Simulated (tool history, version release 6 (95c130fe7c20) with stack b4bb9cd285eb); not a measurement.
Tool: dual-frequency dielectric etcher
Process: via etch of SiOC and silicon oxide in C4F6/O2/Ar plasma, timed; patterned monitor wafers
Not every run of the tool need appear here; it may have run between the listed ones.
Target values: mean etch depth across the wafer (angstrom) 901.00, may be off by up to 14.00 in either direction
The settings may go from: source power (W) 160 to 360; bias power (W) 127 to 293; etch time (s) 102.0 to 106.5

run	hour	source power (W)	bias power (W)	etch time (s)	mean etch depth across the wafer (angstrom)
1	0.0	260	210	102.0	1055.60
2	5.5	290	210	102.0	1111.70
3	10.4	320	210	102.0	1178.10
4	14.4	320	210	102.0	1184.10
5	15.9	290	210	102.0	1120.40
6	18.6	330	210	102.0	1203.70
7	26.9	290	206	102.0	1105.20
8	27.8	260	204	102.0	1034.70
9	28.9	240	203	102.0	992.31
10	30.5	230	202	102.0	957.82
11	38.1	200	199	102.0	869.96

Of the 5 settings listed for the next run, only one would bring every result within its allowed miss of target. Which one?
A	45.7	180	206	103.5	?
B	45.7	170	227	106.0	?
C	45.7	210	200	104.5	?
D	45.7	180	204	105.5	?
E	45.7	230	178	102.0	?

move	mean etch depth across the wafer (angstrom)
A	835.45
B	849.60
C	923.21
D	847.31
E	898.69
A: further off than the last run
B: further off than the last run
C: carries the result that was furthest off beyond its target, to the other side
D: further off than the last run
E: in spec on every target
The right move is E.
